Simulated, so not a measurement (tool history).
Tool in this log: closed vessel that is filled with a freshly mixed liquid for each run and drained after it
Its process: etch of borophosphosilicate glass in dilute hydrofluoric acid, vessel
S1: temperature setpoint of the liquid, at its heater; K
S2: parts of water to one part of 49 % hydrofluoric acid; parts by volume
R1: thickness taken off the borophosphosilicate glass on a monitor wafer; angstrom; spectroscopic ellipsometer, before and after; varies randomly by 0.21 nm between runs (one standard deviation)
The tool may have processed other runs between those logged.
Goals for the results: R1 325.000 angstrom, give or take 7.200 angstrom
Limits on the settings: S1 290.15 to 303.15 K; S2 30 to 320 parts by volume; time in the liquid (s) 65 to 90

{"run": 1, "hour": 0.0, "S1": 295.15, "S2": 175, "time in the liquid (s)": 90, "R1": 164.05}
{"run": 2, "hour": 6.8, "S1": 295.15, "S2": 235, "time in the liquid (s)": 90, "R1": 115.03}
{"run": 3, "hour": 8.3, "S1": 295.15, "S2": 270, "time in the liquid (s)": 90, "R1": 97.208}
{"run": 4, "hour": 17.2, "S1": 295.15, "S2": 220, "time in the liquid (s)": 90, "R1": 126.16}
{"run": 5, "hour": 26.4, "S1": 296.65, "S2": 220, "time in the liquid (s)": 90, "R1": 133.54}
{"run": 6, "hour": 27.8, "S1": 299.65, "S2": 220, "time in the liquid (s)": 90, "R1": 146.82}
{"run": 7, "hour": 29.0, "S1": 300.65, "S2": 185, "time in the liquid (s)": 90, "R1": 188.47}
{"run": 8, "hour": 34.1, "S1": 301.15, "S2": 165, "time in the liquid (s)": 90, "R1": 223.59}
{"run": 9, "hour": 38.1, "S1": 303.15, "S2": 115, "time in the liquid (s)": 90, "R1": 366.17}
{"run": 10, "hour": 39.1, "S1": 302.15, "S2": 115, "time in the liquid (s)": 90, "R1": 351.27}
{"run": 11, "hour": 46.9, "S1": 301.65, "S2": 115, "time in the liquid (s)": 90, "R1": 344.88}
{"run": 12, "hour": 50.1, "S1": 301.15, "S2": 115, "time in the liquid (s)": 90, "R1": 336.76}

Below are 4 possible settings for the next run. Only one of them brings all results inside the allowed miss of their targets. Which is it?
{"run": "A", "hour": 53.3, "S1": 302.15, "S2": 110, "time in the liquid (s)": 90, "R1": "?"}
{"run": "B", "hour": 53.3, "S1": 300.15, "S2": 115, "time in the liquid (s)": 90, "R1": "?"}
{"run": "C", "hour": 53.3, "S1": 303.15, "S2": 120, "time in the liquid (s)": 90, "R1": "?"}
{"run": "D", "hour": 53.3, "S1": 300.65, "S2": 125, "time in the liquid (s)": 90, "R1": "?"}

move=A R1=371.570
move=B R1=327.360
move=C R1=348.720
move=D R1=303.010
A: further off than the last run
B: meets every target
C: further off than the last run
D: takes the result that was furthest off past its target
Correct choice: B, which meets every target

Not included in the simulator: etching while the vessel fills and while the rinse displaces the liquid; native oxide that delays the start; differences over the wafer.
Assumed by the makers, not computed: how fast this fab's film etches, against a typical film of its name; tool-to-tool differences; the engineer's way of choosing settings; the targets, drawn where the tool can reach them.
